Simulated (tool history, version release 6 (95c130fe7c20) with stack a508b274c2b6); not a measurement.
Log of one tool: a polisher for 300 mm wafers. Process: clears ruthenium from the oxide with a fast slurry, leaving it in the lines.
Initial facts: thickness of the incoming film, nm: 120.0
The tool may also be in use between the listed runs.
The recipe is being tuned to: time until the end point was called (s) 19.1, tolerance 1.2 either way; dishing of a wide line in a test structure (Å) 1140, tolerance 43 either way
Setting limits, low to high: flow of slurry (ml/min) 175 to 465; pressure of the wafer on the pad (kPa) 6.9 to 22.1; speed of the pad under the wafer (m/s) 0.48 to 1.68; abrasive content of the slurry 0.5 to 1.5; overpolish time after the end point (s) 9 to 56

run  hour  flow of slurry (ml/min)  pressure of the wafer on the pad (kPa)  speed of the pad under the wafer (m/s)  abrasive content of the slurry  overpolish time after the end point (s)  time until the end point was called (s)  dishing of a wide line in a test structure (Å)
  1     0                      295                                    14.5                                    1.08                               1                                       29                                   37.173                                          651.05
  2   1.7                      295                                    16.5                                    1.14                               1                                       31                                   31.516                                          780.43
  3   6.2                      295                                    16.5                                    1.14                               1                                       20                                     30.9                                          580.27
  4  11.7                      295                                    16.5                                     1.4                               1                                       20                                   25.891                                          672.35
  5  14.6                      295                                    17.2                                    1.48                               1                                       24                                   22.553                                          789.37
  6  16.6                      295                                    17.9                                    1.48                               1                                       27                                   22.028                                          873.36
  7  19.5                      295                                    20.7                                    1.48                               1                                       35                                   19.324                                          1028.5
  8  24.6                      295                                    20.7                                     1.5                               1                                       36                                   19.485                                          1049.6
  9  25.9                      295                                    20.7                                    1.52                               1                                       37                                   18.821                                          1073.9
 10  33.5                      295                                    20.7                                    1.52                               1                                       38                                   18.889                                          1076.9
 11  38.3                      295                                    20.7                                    1.52                               1                                       39                                   18.669                                          1080.4
 12  43.3                      295                                    20.7                                    1.52                               1                                       40                                   18.931                                          1089.9

Below are 4 possible settings for the next run. Only one of them brings all results inside the allowed miss of their targets. Which is it?
  A  48.3                      340                                    17.2                                     1.6                             1.2                                       38                                        ?                                               ?
  B  48.3                      290                                    21.4                                    1.56                            0.95                                       31                                        ?                                               ?
  C  48.3                      325                                    18.6                                    1.58                               1                                       37                                        ?                                               ?
  D  48.3                      180                                    22.1                                    1.62                            0.85                                       46                                        ?                                               ?

move  time until the end point was called (s)  dishing of a wide line in a test structure (Å)
   A                                   19.682                                          1068.8
   B                                   18.607                                          1014.5
   C                                   20.256                                          1049.2
   D                                   19.739                                          1127.6
A: moves away from the targets compared with the last run
B: moves away from the targets compared with the last run
C: moves away from the targets compared with the last run
D: each result inside its tolerance
Move D is the one to make.

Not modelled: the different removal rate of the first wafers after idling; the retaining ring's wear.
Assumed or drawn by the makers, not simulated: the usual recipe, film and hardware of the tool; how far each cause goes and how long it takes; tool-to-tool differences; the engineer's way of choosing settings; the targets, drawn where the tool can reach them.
